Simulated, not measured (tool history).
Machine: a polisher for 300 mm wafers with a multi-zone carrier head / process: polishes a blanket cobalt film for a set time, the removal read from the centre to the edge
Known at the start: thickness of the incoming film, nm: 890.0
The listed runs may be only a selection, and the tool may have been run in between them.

run	hour	flow of slurry (ml/min)	pressure of the head's centre zone	pressure of the head's middle zone	pressure of the head's edge zone	polishing time (s)	film removed at the wafer's centre (nm)	film removed at mid-radius (nm)	film removed at the wafer's edge (nm)
1	0.0	170	1.00	1.00	1.00	40	188.08	191.59	188.91
2	2.1	180	1.01	1.02	1.05	43	207.59	213.88	207.92
3	5.5	180	1.01	1.07	1.05	43	207.19	218.12	211.88
4	7.3	180	1.01	1.11	1.05	43	208.33	230.98	210.95
5	9.8	180	0.95	1.11	1.05	43	202.93	228.39	210.66
6	13.3	180	0.95	1.11	1.13	43	203.38	228.15	216.60
7	14.0	185	0.96	1.09	1.15	45	212.35	232.03	234.61
8	22.7	200	0.99	1.11	1.16	46	224.64	248.64	238.84

Run 9 has not been measured yet. What should we expect?
9	26.9	200	1.00	1.10	1.17	47	?	?	?

{"run 9": {"film removed at the wafer's centre (nm)": 230.18, "film removed at mid-radius (nm)": 252.08, "film removed at the wafer's edge (nm)": 243.98}}
